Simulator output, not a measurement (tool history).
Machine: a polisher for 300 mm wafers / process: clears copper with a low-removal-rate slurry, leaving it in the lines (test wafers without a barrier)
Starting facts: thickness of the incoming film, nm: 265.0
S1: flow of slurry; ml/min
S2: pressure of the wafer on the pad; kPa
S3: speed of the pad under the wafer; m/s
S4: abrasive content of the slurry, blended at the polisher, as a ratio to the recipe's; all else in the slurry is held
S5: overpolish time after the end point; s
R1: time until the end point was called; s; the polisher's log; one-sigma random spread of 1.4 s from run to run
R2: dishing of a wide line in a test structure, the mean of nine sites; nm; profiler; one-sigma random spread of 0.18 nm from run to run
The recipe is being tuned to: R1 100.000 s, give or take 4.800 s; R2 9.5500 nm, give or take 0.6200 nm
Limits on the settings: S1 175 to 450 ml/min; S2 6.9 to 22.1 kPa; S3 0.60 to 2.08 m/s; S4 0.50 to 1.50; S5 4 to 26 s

| run | day | S1 | S2 | S3 | S4 | S5 | R1 | R2 |
|---|---|---|---|---|---|---|---|---|
| 1 | 0.000 | 290 | 14.5 | 1.34 | 1.00 | 13 | 88.803 | 25.1490 |
| 2 | 0.225 | 250 | 14.5 | 1.34 | 1.00 | 13 | 91.161 | 23.7640 |
| 3 | 0.375 | 225 | 13.1 | 1.38 | 1.00 | 10 | 103.030 | 18.2490 |
| 4 | 0.688 | 210 | 13.8 | 1.30 | 1.05 | 8 | 98.906 | 14.3930 |
| 5 | 0.821 | 210 | 13.8 | 1.30 | 0.95 | 8 | 102.520 | 13.7990 |
| 6 | 1.008 | 210 | 13.8 | 1.14 | 0.95 | 8 | 119.090 | 12.7450 |
| 7 | 1.275 | 175 | 11.0 | 1.50 | 0.70 | 4 | 123.980 | 6.2984 |
| 8 | 1.608 | 205 | 11.7 | 1.50 | 0.70 | 4 | 114.340 | 6.7245 |
| 9 | 1.725 | 245 | 13.8 | 1.50 | 0.70 | 9 | 97.773 | 16.8210 |

4 next moves are on the table. One of them brings every result within its allowed miss. Which?
| A | 1.842 | 285 | 13.1 | 1.58 | 0.65 | 16 | ? | ? |
| B | 1.842 | 255 | 15.9 | 1.28 | 0.65 | 14 | ? | ? |
| C | 1.842 | 195 | 13.1 | 1.50 | 0.80 | 17 | ? | ? |
| D | 1.842 | 235 | 18.6 | 1.10 | 0.60 | 5 | ? | ? |

| move | R1 | R2 |
|---|---|---|
| A | 97.488 | 26.6710 |
| B | 98.821 | 23.9940 |
| C | 101.170 | 27.1570 |
| D | 99.463 | 9.7028 |
A: the biggest miss grows against the last run
B: the biggest miss grows against the last run
C: the biggest miss grows against the last run
D: all results in spec
The right move is D.
